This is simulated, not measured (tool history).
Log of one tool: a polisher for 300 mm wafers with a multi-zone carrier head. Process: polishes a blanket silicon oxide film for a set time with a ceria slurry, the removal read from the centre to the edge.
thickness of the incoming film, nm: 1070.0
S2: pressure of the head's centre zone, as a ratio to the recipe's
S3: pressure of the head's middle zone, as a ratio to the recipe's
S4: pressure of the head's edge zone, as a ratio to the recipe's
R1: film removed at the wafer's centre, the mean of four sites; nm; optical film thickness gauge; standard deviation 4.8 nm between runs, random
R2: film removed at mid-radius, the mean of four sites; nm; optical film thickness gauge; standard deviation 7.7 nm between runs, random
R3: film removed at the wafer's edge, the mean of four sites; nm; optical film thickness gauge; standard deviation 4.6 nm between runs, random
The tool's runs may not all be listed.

{"run": 1, "day": 0.0, "flow of slurry (ml/min)": 300, "S2": 1, "S3": 1, "S4": 1, "polishing time (s)": 87, "R1": 387.72, "R2": 393.5, "R3": 401.17}
{"run": 2, "day": 0.262, "flow of slurry (ml/min)": 300, "S2": 1, "S3": 0.97, "S4": 1, "polishing time (s)": 87, "R1": 388.71, "R2": 392.7, "R3": 402.38}
{"run": 3, "day": 0.538, "flow of slurry (ml/min)": 300, "S2": 1, "S3": 0.97, "S4": 1, "polishing time (s)": 74, "R1": 332.99, "R2": 336.68, "R3": 344.82}
{"run": 4, "day": 0.883, "flow of slurry (ml/min)": 305, "S2": 0.99, "S3": 1, "S4": 0.99, "polishing time (s)": 77, "R1": 342.45, "R2": 344.33, "R3": 357.45}
{"run": 5, "day": 1.217, "flow of slurry (ml/min)": 305, "S2": 0.99, "S3": 1, "S4": 0.99, "polishing time (s)": 95, "R1": 423.22, "R2": 431.75, "R3": 427.67}
{"run": 6, "day": 1.346, "flow of slurry (ml/min)": 335, "S2": 0.99, "S3": 1, "S4": 0.99, "polishing time (s)": 95, "R1": 434.67, "R2": 435.34, "R3": 435.98}
{"run": 7, "day": 1.404, "flow of slurry (ml/min)": 315, "S2": 0.97, "S3": 1.03, "S4": 0.98, "polishing time (s)": 97, "R1": 428.73, "R2": 450.03, "R3": 440.95}
{"run": 8, "day": 1.738, "flow of slurry (ml/min)": 305, "S2": 0.95, "S3": 1.05, "S4": 0.97, "polishing time (s)": 98, "R1": 413.86, "R2": 470.35, "R3": 439.09}
{"run": 9, "day": 1.842, "flow of slurry (ml/min)": 300, "S2": 0.95, "S3": 1.06, "S4": 0.97, "polishing time (s)": 98, "R1": 425.37, "R2": 471.63, "R3": 443.67}
{"run": 10, "day": 2.038, "flow of slurry (ml/min)": 295, "S2": 0.94, "S3": 1.07, "S4": 0.97, "polishing time (s)": 98, "R1": 406.01, "R2": 485.77, "R3": 436.44}
{"run": 11, "day": 2.108, "flow of slurry (ml/min)": 290, "S2": 0.94, "S3": 1.07, "S4": 0.97, "polishing time (s)": 98, "R1": 415.8, "R2": 471.09, "R3": 442.33}

What will run 12 give?
{"run": 12, "day": 2.246, "flow of slurry (ml/min)": 290, "S2": 0.93, "S3": 1.08, "S4": 0.97, "polishing time (s)": 98, "R1": "?", "R2": "?", "R3": "?"}

R1: 415.59 nm
R2: 474.48 nm
R3: 445.47 nm
